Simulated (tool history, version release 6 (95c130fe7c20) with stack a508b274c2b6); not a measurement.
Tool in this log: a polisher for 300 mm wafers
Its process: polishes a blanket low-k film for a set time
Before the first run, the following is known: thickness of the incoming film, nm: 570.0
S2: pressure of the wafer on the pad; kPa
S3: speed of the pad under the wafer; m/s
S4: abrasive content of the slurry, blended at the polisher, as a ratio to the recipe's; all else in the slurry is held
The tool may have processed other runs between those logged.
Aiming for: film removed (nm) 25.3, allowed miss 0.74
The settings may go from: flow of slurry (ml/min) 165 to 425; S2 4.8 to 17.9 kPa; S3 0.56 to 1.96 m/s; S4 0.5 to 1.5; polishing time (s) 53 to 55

run 1 hour=0 | flow_of_slurry_(ml/min)=275 S2=11 S3=1.26 S4=1 polishing_time_(s)=53 | film_removed_(nm)=19.064
run 2 hour=4.3 | flow_of_slurry_(ml/min)=275 S2=11 S3=1.26 S4=0.8 polishing_time_(s)=53 | film_removed_(nm)=17.459
run 3 hour=10.1 | flow_of_slurry_(ml/min)=275 S2=11 S3=1.26 S4=0.8 polishing_time_(s)=55 | film_removed_(nm)=18.184
run 4 hour=16.2 | flow_of_slurry_(ml/min)=275 S2=11 S3=0.98 S4=0.8 polishing_time_(s)=55 | film_removed_(nm)=14.772
run 5 hour=22.5 | flow_of_slurry_(ml/min)=275 S2=11 S3=0.98 S4=0.65 polishing_time_(s)=55 | film_removed_(nm)=13.563
run 6 hour=28.2 | flow_of_slurry_(ml/min)=275 S2=9 S3=0.98 S4=0.65 polishing_time_(s)=55 | film_removed_(nm)=11.165
run 7 hour=35.3 | flow_of_slurry_(ml/min)=285 S2=12.4 S3=1.02 S4=0.65 polishing_time_(s)=55 | film_removed_(nm)=15.608
run 8 hour=36.9 | flow_of_slurry_(ml/min)=285 S2=13.1 S3=1.02 S4=0.65 polishing_time_(s)=55 | film_removed_(nm)=16.407
run 9 hour=42.4 | flow_of_slurry_(ml/min)=285 S2=13.8 S3=1.02 S4=0.65 polishing_time_(s)=55 | film_removed_(nm)=17.518
run 10 hour=46 | flow_of_slurry_(ml/min)=285 S2=14.5 S3=1.02 S4=0.65 polishing_time_(s)=55 | film_removed_(nm)=18.481
run 11 hour=54.9 | flow_of_slurry_(ml/min)=285 S2=15.2 S3=1.02 S4=0.65 polishing_time_(s)=55 | film_removed_(nm)=18.99
-- hour=55.9 head pressure recalibrated
run 12 hour=55.9 | flow_of_slurry_(ml/min)=290 S2=15.2 S3=1.04 S4=0.65 polishing_time_(s)=55 | film_removed_(nm)=18.188
run 13 hour=57.7 | flow_of_slurry_(ml/min)=290 S2=15.2 S3=1.04 S4=0.65 polishing_time_(s)=55 | film_removed_(nm)=18.06

Exactly one of the 4 candidate moves below puts every result within its allowed miss. Which one?
run A hour=59.5 | flow_of_slurry_(ml/min)=295 S2=17.9 S3=1.12 S4=0.9 polishing_time_(s)=54 | film_removed_(nm)=?
run B hour=59.5 | flow_of_slurry_(ml/min)=275 S2=11 S3=0.88 S4=0.6 polishing_time_(s)=53 | film_removed_(nm)=?
run C hour=59.5 | flow_of_slurry_(ml/min)=280 S2=14.5 S3=0.96 S4=0.65 polishing_time_(s)=53 | film_removed_(nm)=?
run D hour=59.5 | flow_of_slurry_(ml/min)=290 S2=10.3 S3=0.9 S4=0.8 polishing_time_(s)=53 | film_removed_(nm)=?

move=A film_removed_(nm)=25.362
move=B film_removed_(nm)=10.674
move=C film_removed_(nm)=15.476
move=D film_removed_(nm)=11.622
A: hits every target within its allowed miss
B: the biggest miss grows against the last run
C: the biggest miss grows against the last run
D: the biggest miss grows against the last run
Answer: A

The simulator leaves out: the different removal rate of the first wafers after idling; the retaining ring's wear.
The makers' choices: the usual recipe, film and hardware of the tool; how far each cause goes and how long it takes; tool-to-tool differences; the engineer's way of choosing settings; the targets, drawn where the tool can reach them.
